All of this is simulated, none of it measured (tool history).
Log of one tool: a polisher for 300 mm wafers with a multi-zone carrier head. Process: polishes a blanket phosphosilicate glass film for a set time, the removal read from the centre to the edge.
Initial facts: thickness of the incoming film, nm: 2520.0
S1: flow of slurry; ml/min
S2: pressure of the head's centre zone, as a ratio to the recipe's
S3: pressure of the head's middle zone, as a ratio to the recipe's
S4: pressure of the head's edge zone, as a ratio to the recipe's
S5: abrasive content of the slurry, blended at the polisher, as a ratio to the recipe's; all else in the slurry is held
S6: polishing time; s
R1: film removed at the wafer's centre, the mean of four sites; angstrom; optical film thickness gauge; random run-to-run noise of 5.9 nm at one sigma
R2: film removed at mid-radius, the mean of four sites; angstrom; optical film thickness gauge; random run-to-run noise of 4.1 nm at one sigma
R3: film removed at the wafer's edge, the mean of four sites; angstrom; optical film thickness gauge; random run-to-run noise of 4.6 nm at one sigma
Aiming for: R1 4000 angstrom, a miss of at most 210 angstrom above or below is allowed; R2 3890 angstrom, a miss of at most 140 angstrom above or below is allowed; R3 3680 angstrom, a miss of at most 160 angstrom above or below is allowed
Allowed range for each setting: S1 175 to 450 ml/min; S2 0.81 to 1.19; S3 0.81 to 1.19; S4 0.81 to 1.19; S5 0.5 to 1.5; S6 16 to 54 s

Run 1, hour 0: S1 290 ml/min, S2 1, S3 1, S4 1, S5 1, S6 35 s. Result: R1 3108 angstrom, R2 3252.9 angstrom, R3 3237.3 angstrom.
Run 2, hour 3.2: S1 245 ml/min, S2 1, S3 1, S4 1, S5 1, S6 35 s. Result: R1 3014.4 angstrom, R2 3182.9 angstrom, R3 3257.1 angstrom.
Run 3, hour 9.5: S1 255 ml/min, S2 1.04, S3 1.03, S4 1.01, S5 1.05, S6 35 s. Result: R1 3217.1 angstrom, R2 3324.6 angstrom, R3 3262.1 angstrom.
Run 4, hour 12.8: S1 255 ml/min, S2 1.04, S3 0.95, S4 1.01, S5 1.05, S6 35 s. Result: R1 3172.4 angstrom, R2 3149.3 angstrom, R3 3310.6 angstrom.
Run 5, hour 16.1: S1 255 ml/min, S2 1.04, S3 1.02, S4 1.01, S5 1.05, S6 35 s. Result: R1 3259.6 angstrom, R2 3266.8 angstrom, R3 3301.5 angstrom.
Run 6, hour 19.9: S1 265 ml/min, S2 1.05, S3 1.05, S4 1.02, S5 1.1, S6 35 s. Result: R1 3279.7 angstrom, R2 3485.4 angstrom, R3 3409.7 angstrom.
Run 7, hour 23.3: S1 275 ml/min, S2 1.09, S3 1.06, S4 1.02, S5 1.15, S6 35 s. Result: R1 3533.3 angstrom, R2 3547 angstrom, R3 3520.2 angstrom.
Run 8, hour 28.8: S1 295 ml/min, S2 1.17, S3 1.16, S4 1.01, S5 1.25, S6 35 s. Result: R1 3808.1 angstrom, R2 4065.9 angstrom, R3 3547.6 angstrom.
At hour 33.6: centre zone pressure recalibrated.
Run 9, hour 33.6: S1 290 ml/min, S2 1.19, S3 1.08, S4 1.04, S5 1.3, S6 35 s. Result: R1 4259 angstrom, R2 3900.7 angstrom, R3 3647.6 angstrom.
Run 10, hour 36.1: S1 290 ml/min, S2 1.18, S3 1.08, S4 1.04, S5 1.3, S6 35 s. Result: R1 4239 angstrom, R2 3924.9 angstrom, R3 3729.1 angstrom.

Which of these 5 next moves meets every target?
Run A, hour 38.6: S1 335 ml/min, S2 1.19, S3 1.06, S4 0.83, S5 0.95, S6 41 s. Result: R1 ?, R2 ?, R3 ?.
Run B, hour 38.6: S1 220 ml/min, S2 1.07, S3 0.94, S4 1.17, S5 1.3, S6 36 s. Result: R1 ?, R2 ?, R3 ?.
Run C, hour 38.6: S1 325 ml/min, S2 1.13, S3 1.03, S4 1.09, S5 1.35, S6 33 s. Result: R1 ?, R2 ?, R3 ?.
Run D, hour 38.6: S1 260 ml/min, S2 1.15, S3 1.02, S4 1.02, S5 1.35, S6 36 s. Result: R1 ?, R2 ?, R3 ?.
Run E, hour 38.6: S1 305 ml/min, S2 1.15, S3 1.13, S4 1.09, S5 1.4, S6 32 s. Result: R1 ?, R2 ?, R3 ?.

move      R1      R2      R3
   A  4362.3  3909.1  3413.6
   B  3921.3  3478.9  4009.5
   C  3980.9  3632.7  3700.6
   D  4308.6  3852.4  3847.8
   E  3954.3  3849.3  3622.9
A: further off than the last run
B: gets the furthest-off result to its target, but another result is out of tolerance
C: gets the furthest-off result to its target, but another result is out of tolerance
D: further off than the last run
E: hits every target within its allowed miss
E meets every target.
